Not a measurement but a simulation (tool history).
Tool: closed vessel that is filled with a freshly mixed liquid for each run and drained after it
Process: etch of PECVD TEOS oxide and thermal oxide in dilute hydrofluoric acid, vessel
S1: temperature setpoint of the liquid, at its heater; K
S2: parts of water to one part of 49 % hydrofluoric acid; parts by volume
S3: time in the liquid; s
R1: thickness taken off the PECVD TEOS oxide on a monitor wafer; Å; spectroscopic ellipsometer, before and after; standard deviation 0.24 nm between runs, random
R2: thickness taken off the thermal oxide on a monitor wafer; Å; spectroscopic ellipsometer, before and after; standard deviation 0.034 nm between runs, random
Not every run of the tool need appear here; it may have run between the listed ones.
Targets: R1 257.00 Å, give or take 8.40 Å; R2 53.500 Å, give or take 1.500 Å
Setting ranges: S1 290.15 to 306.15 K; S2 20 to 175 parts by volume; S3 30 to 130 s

Run 1, hour 0.0: S1 298.15 K, S2 95 parts by volume, S3 65 s. Result: R1 159.38 Å, R2 32.414 Å.
Run 2, hour 4.4: S1 298.15 K, S2 125 parts by volume, S3 65 s. Result: R1 114.79 Å, R2 23.679 Å.
Run 3, hour 10.6: S1 299.65 K, S2 115 parts by volume, S3 65 s. Result: R1 134.66 Å, R2 28.080 Å.
Run 4, hour 13.4: S1 300.65 K, S2 105 parts by volume, S3 65 s. Result: R1 152.91 Å, R2 32.056 Å.
Run 5, hour 20.6: S1 298.65 K, S2 105 parts by volume, S3 65 s. Result: R1 142.24 Å, R2 29.777 Å.
Run 6, hour 23.5: S1 298.65 K, S2 105 parts by volume, S3 95 s. Result: R1 214.83 Å, R2 44.159 Å.
Run 7, hour 30.9: S1 299.65 K, S2 105 parts by volume, S3 95 s. Result: R1 218.11 Å, R2 45.105 Å.
Run 8, hour 33.2: S1 300.15 K, S2 105 parts by volume, S3 95 s. Result: R1 225.54 Å, R2 46.558 Å.
Run 9, hour 38.0: S1 300.65 K, S2 105 parts by volume, S3 95 s. Result: R1 225.33 Å, R2 46.713 Å.

Below are 5 possible settings for the next run. Only one of them brings all results inside the allowed miss of their targets. Which is it?
Run A, hour 42.8: S1 294.65 K, S2 90 parts by volume, S3 85 s. Result: R1 ?, R2 ?.
Run B, hour 42.8: S1 296.65 K, S2 90 parts by volume, S3 115 s. Result: R1 ?, R2 ?.
Run C, hour 42.8: S1 300.15 K, S2 100 parts by volume, S3 110 s. Result: R1 ?, R2 ?.
Run D, hour 42.8: S1 290.15 K, S2 80 parts by volume, S3 130 s. Result: R1 ?, R2 ?.
Run E, hour 42.8: S1 304.15 K, S2 110 parts by volume, S3 100 s. Result: R1 ?, R2 ?.

move      R1      R2
   A  190.19  39.444
   B  278.99  57.861
   C  272.11  56.435
   D  274.25  56.878
   E  257.91  53.490
A: further off than the last run
B: takes the biggest miss from the last run beyond its target
C: takes the biggest miss from the last run beyond its target
D: takes the biggest miss from the last run beyond its target
E: all results in spec
Move E is the one to make.

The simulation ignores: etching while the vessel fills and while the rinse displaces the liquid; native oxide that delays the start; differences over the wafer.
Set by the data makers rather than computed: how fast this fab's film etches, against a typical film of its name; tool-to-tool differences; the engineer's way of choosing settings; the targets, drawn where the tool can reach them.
